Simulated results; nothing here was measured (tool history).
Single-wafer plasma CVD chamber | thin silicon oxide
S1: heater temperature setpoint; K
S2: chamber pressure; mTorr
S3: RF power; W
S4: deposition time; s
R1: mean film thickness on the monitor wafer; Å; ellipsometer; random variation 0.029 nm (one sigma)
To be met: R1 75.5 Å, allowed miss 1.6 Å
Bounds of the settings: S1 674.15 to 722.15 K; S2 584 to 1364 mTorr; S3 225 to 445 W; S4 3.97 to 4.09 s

run	hour	S1	S2	S3	S4	R1
1	0	698.15	974	335	3.97	90.855
2	5.8	698.15	974	335	3.97	89.778
3	9.7	698.15	867	335	3.97	81.701
4	13.7	687.15	867	335	3.97	82.733
5	19.1	687.15	851	335	3.97	81.471
6	20.1	687.15	851	315	3.97	78.937
7	22.4	687.15	843	315	3.97	78.771
8	29.5	687.15	835	315	3.97	78.487
9	34.5	687.15	835	315	3.97	78.596
10	39.1	687.15	828	315	3.97	77.443

4 next moves are on the table. One of them brings every result within its allowed miss. Which?
A	43.7	682.15	764	365	3.97	?
B	43.7	674.15	818	305	4.09	?
C	43.7	682.15	740	325	4.09	?
D	43.7	689.15	775	300	3.97	?

move	R1
A	75.439
B	78.068
C	71.892
D	70.597
A: meets every target
B: further off than the last run
C: takes the result that was furthest off past its target
D: takes the result that was furthest off past its target
Move A is the one to make.

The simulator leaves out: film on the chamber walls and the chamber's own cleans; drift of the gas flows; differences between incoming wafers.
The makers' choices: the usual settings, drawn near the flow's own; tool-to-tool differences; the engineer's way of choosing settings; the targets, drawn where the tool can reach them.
